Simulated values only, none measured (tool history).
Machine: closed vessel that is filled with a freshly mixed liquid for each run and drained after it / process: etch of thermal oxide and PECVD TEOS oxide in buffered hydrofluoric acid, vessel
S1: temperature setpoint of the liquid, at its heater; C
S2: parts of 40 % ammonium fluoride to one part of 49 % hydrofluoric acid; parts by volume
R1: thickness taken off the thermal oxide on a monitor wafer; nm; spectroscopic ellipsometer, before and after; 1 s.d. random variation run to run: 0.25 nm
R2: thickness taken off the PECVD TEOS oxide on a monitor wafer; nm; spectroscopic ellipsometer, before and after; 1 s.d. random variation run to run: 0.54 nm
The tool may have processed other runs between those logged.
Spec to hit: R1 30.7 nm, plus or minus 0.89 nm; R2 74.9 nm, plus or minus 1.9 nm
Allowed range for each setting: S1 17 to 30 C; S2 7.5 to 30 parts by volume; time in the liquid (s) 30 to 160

run 1 hour=0 | S1=22 S2=21 time_in_the_liquid_(s)=80 | R1=38.196 R2=92.914
run 2 hour=4.2 | S1=22 S2=21 time_in_the_liquid_(s)=100 | R1=47.69 R2=116.74
run 3 hour=7.3 | S1=21 S2=22 time_in_the_liquid_(s)=100 | R1=44.01 R2=105.6
run 4 hour=13 | S1=24.5 S2=22 time_in_the_liquid_(s)=100 | R1=52.128 R2=128.43
-- hour=15.1 thermometer replaced
run 5 hour=15.1 | S1=23 S2=23 time_in_the_liquid_(s)=100 | R1=52.286 R2=128.8
run 6 hour=17.9 | S1=19.5 S2=23 time_in_the_liquid_(s)=100 | R1=42.778 R2=105.67
run 7 hour=22.9 | S1=19.5 S2=23 time_in_the_liquid_(s)=100 | R1=42.781 R2=106.27
run 8 hour=24.4 | S1=17 S2=29.5 time_in_the_liquid_(s)=100 | R1=31.932 R2=76.619

Next run, 4 choices. One meets every target within its allowed miss, the rest don't. Which?
run A hour=25.9 | S1=19.5 S2=19 time_in_the_liquid_(s)=65 | R1=? R2=?
run B hour=25.9 | S1=18.5 S2=30 time_in_the_liquid_(s)=90 | R1=? R2=?
run C hour=25.9 | S1=18 S2=19 time_in_the_liquid_(s)=70 | R1=? R2=?
run D hour=25.9 | S1=17 S2=27.5 time_in_the_liquid_(s)=100 | R1=? R2=?

move=A R1=31.959 R2=80.267
move=B R1=30.03 R2=75.423
move=C R1=31.616 R2=79.406
move=D R1=32.529 R2=81.699
A: further off than the last run
B: each result inside its tolerance
C: further off than the last run
D: further off than the last run
B is the move that brings every result within its allowed miss.
